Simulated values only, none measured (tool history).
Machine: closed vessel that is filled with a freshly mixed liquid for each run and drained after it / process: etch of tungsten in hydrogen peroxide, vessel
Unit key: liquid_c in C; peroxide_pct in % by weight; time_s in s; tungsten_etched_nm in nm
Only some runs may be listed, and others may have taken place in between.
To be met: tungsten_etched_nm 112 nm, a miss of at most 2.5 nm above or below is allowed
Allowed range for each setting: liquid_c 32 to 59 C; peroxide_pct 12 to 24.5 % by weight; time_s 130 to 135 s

| run | day | liquid_c | peroxide_pct | time_s | tungsten_etched_nm |
|---|---|---|---|---|---|
| 1 | 0 | 43 | 16.5 | 130 | 84.515 |
| 2 | 0.317 | 43 | 18.5 | 130 | 90.008 |
| 3 | 0.542 | 38 | 18.5 | 130 | 65.007 |
| 4 | 0.658 | 33 | 18.5 | 130 | 46.373 |
| 5 | 0.696 | 38 | 18.5 | 130 | 64.792 |
| 6 | 0.738 | 32.5 | 18.5 | 130 | 45.003 |
| 7 | 0.979 | 34.5 | 18.5 | 130 | 51.612 |
| 8 | 1.042 | 36 | 18.5 | 130 | 57.152 |
| 9 | 1.217 | 37.5 | 18.5 | 130 | 63.12 |
| 10 | 1.317 | 38.5 | 18.5 | 130 | 67.108 |
| 11 | 1.492 | 39.5 | 18.5 | 130 | 71.882 |

5 next moves are on the table. One of them brings every result within its allowed miss. Which?
| A | 1.667 | 44.5 | 20 | 135 | ? |
| B | 1.667 | 46 | 18 | 135 | ? |
| C | 1.667 | 40.5 | 21 | 135 | ? |
| D | 1.667 | 47 | 14 | 135 | ? |
| E | 1.667 | 46.5 | 15.5 | 135 | ? |

| move | tungsten_etched_nm |
|---|---|
| A | 107.19 |
| B | 111.76 |
| C | 85.007 |
| D | 104.91 |
| E | 107 |
A: an improvement on the last run, though not all results are within tolerance
B: every result lands within tolerance
C: an improvement on the last run, though not all results are within tolerance
D: an improvement on the last run, though not all results are within tolerance
E: an improvement on the last run, though not all results are within tolerance
The right move is B.

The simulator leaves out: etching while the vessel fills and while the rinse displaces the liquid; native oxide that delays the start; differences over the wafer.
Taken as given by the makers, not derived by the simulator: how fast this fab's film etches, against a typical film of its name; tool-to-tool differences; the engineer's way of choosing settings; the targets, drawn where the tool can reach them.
